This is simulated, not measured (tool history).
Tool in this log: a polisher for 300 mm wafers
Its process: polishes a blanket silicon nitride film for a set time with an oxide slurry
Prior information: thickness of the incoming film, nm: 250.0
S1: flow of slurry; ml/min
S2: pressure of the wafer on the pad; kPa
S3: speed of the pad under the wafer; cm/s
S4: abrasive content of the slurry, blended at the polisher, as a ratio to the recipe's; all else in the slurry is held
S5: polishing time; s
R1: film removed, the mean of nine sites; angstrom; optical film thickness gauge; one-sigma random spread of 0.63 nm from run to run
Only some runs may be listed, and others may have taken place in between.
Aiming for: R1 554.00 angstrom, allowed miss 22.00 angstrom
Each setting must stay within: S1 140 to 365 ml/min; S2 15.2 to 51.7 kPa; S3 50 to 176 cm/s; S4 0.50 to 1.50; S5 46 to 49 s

run,day,S1,S2,S3,S4,S5,R1
1,0.000,235,33.1,112,1.00,46,436.34
2,0.321,235,35.2,112,1.00,46,471.70
3,0.525,235,36.5,112,1.00,46,484.55
4,0.838,235,37.9,112,1.00,46,504.55
5,0.929,235,37.9,90,1.00,46,431.00
6,1.246,235,40.0,90,1.00,46,460.11
7,1.350,235,41.4,90,1.00,46,467.98
8,1.450,235,42.7,90,1.00,46,489.61

Which one of the following 5 next-run settings gets every result inside its allowed miss? There is exactly one.
A,1.550,235,35.9,84,1.20,46,?
B,1.550,215,39.3,104,0.85,46,?
C,1.550,210,39.3,78,1.05,46,?
D,1.550,245,42.7,102,0.95,49,?
E,1.550,270,45.5,76,0.85,49,?

move,R1
A,426.93
B,434.36
C,402.50
D,546.32
E,423.88
A: further off than the last run
B: further off than the last run
C: further off than the last run
D: all results in spec
E: further off than the last run
Move D is the one to make.
